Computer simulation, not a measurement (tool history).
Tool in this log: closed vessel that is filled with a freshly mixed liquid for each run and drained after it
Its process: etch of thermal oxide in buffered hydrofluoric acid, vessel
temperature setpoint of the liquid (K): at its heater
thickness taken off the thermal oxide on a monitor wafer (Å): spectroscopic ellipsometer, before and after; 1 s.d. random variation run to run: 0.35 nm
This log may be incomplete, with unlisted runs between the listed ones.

run	hour	temperature setpoint of the liquid (K)	parts of 40 % ammonium fluoride to one part of 49 % hydrofluoric acid (parts by volume)	time in the liquid (s)	thickness taken off the thermal oxide on a monitor wafer (Å)
1	0.0	295.15	17.0	100	547.72
2	2.1	293.15	17.0	100	492.90
3	4.7	295.65	16.5	100	584.73
4	5.9	297.65	16.5	100	655.09
5	10.9	297.65	12.5	100	859.49
6	15.6	297.65	12.5	100	851.48

Expected results for the next run?
7	18.2	298.15	12.5	100	?

thickness taken off the thermal oxide on a monitor wafer (Å): 877.78

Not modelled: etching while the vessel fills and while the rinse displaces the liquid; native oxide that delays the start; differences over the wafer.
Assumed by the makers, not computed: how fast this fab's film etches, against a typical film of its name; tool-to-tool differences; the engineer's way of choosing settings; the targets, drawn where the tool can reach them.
